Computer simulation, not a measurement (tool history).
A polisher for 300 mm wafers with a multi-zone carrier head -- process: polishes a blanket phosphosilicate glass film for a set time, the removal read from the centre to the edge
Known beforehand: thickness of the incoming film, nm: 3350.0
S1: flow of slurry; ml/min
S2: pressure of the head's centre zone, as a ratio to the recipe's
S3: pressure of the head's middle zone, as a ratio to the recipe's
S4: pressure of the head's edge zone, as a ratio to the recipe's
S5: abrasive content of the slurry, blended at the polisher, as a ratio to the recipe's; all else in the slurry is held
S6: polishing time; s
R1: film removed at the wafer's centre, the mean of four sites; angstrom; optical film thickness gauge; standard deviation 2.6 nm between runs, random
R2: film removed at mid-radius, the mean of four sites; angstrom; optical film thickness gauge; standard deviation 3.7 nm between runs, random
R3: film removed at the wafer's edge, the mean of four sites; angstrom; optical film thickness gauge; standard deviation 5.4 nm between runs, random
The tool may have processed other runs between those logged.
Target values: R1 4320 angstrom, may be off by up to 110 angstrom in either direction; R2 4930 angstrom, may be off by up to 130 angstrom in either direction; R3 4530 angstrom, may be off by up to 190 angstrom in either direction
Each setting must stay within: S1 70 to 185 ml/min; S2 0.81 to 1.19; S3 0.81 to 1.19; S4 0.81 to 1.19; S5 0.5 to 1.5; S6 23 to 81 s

Run 1, hour 0: S1 120 ml/min, S2 1, S3 1, S4 1, S5 1, S6 52 s. Result: R1 3100.2 angstrom, R2 3066 angstrom, R3 3124.4 angstrom.
Run 2, hour 7.8: S1 130 ml/min, S2 1, S3 1.04, S4 1.03, S5 1.1, S6 52 s. Result: R1 3335.9 angstrom, R2 3333.8 angstrom, R3 3347.4 angstrom.
Run 3, hour 11.8: S1 135 ml/min, S2 0.98, S3 1.07, S4 1.04, S5 1.2, S6 53 s. Result: R1 3455.6 angstrom, R2 3713.5 angstrom, R3 3467.6 angstrom.
Run 4, hour 14.2: S1 135 ml/min, S2 0.98, S3 1.01, S4 1.04, S5 1.2, S6 53 s. Result: R1 3438.8 angstrom, R2 3455.9 angstrom, R3 3516 angstrom.
Run 5, hour 21.8: S1 135 ml/min, S2 1.06, S3 1.01, S4 1.04, S5 1.2, S6 53 s. Result: R1 3674.5 angstrom, R2 3460.4 angstrom, R3 3575.2 angstrom.
Run 6, hour 23.2: S1 135 ml/min, S2 1.06, S3 1.01, S4 1.08, S5 1.2, S6 53 s. Result: R1 3701.3 angstrom, R2 3536.6 angstrom, R3 3560.7 angstrom.
Run 7, hour 29.9: S1 135 ml/min, S2 1.03, S3 1.02, S4 1.1, S5 1.25, S6 55 s. Result: R1 3816.2 angstrom, R2 3709.5 angstrom, R3 3811.6 angstrom.
Run 8, hour 33: S1 140 ml/min, S2 1.01, S3 1.05, S4 1.12, S5 1.3, S6 56 s. Result: R1 3904.4 angstrom, R2 3912.3 angstrom, R3 4050.6 angstrom.
Run 9, hour 36: S1 140 ml/min, S2 1.01, S3 1.05, S4 1.12, S5 1.3, S6 56 s. Result: R1 3939.8 angstrom, R2 3970.4 angstrom, R3 4042.2 angstrom.
Run 10, hour 37: S1 145 ml/min, S2 1, S3 1.08, S4 1.13, S5 1.35, S6 56 s. Result: R1 3989.9 angstrom, R2 4144.6 angstrom, R3 4020.8 angstrom.
Run 11, hour 44.1: S1 145 ml/min, S2 0.99, S3 1.1, S4 1.14, S5 1.4, S6 57 s. Result: R1 4039.1 angstrom, R2 4338.1 angstrom, R3 4300.7 angstrom.
Run 12, hour 44.9: S1 150 ml/min, S2 0.99, S3 1.12, S4 1.15, S5 1.4, S6 57 s. Result: R1 4072 angstrom, R2 4408.3 angstrom, R3 4354.8 angstrom.

Which of these 5 next moves meets every target?
Run A, hour 45.7: S1 120 ml/min, S2 1.1, S3 1.15, S4 1.14, S5 1.4, S6 61 s. Result: R1 ?, R2 ?, R3 ?.
Run B, hour 45.7: S1 150 ml/min, S2 0.98, S3 1.06, S4 1.19, S5 1.5, S6 59 s. Result: R1 ?, R2 ?, R3 ?.
Run C, hour 45.7: S1 175 ml/min, S2 1.02, S3 0.87, S4 1.19, S5 1.35, S6 60 s. Result: R1 ?, R2 ?, R3 ?.
Run D, hour 45.7: S1 140 ml/min, S2 0.89, S3 1.19, S4 1.18, S5 1.45, S6 59 s. Result: R1 ?, R2 ?, R3 ?.
Run E, hour 45.7: S1 160 ml/min, S2 0.97, S3 1.15, S4 1.09, S5 1.35, S6 62 s. Result: R1 ?, R2 ?, R3 ?.

move      R1      R2      R3
   A  4541.4  4601.4  4463.5
   B  4278.1  4476.8  4694.9
   C  4489.9  3826.9  4712.6
   D  3808.8  4819.2  4564.3
   E  4357.1  4926.4  4582.8
A: closer than the last run, but not yet in spec
B: closer than the last run, but not yet in spec
C: misses by more than the last run did
D: meets the target for the result that was furthest off, but another lies outside its allowed miss
E: hits every target within its allowed miss
The right move is E.
